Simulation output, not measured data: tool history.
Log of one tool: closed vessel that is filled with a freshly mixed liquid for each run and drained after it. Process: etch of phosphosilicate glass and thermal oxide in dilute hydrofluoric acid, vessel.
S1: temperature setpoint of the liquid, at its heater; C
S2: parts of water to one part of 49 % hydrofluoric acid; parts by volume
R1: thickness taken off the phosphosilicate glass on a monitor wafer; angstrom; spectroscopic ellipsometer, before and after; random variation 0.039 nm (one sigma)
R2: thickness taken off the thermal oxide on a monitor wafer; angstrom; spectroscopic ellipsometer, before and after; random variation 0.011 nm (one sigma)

run 1 hour=0.0 | S1=25.0 S2=290 time_in_the_liquid_(s)=60 | R1=355.67 R2=8.2758
run 2 hour=4.4 | S1=25.0 S2=230 time_in_the_liquid_(s)=60 | R1=478.48 R2=10.6880
run 3 hour=10.6 | S1=25.0 S2=285 time_in_the_liquid_(s)=60 | R1=364.50 R2=7.6753
run 4 hour=16.5 | S1=23.0 S2=330 time_in_the_liquid_(s)=60 | R1=280.44 R2=6.1015
run 5 hour=18.6 | S1=21.5 S2=370 time_in_the_liquid_(s)=60 | R1=230.23 R2=4.7336
run 6 hour=27.8 | S1=21.5 S2=435 time_in_the_liquid_(s)=60 | R1=185.37 R2=3.6601

Forecast run 7:
run 7 hour=35.9 | S1=20.5 S2=455 time_in_the_liquid_(s)=60 | R1=? R2=?

R1: 168.35 angstrom
R2: 3.4437 angstrom
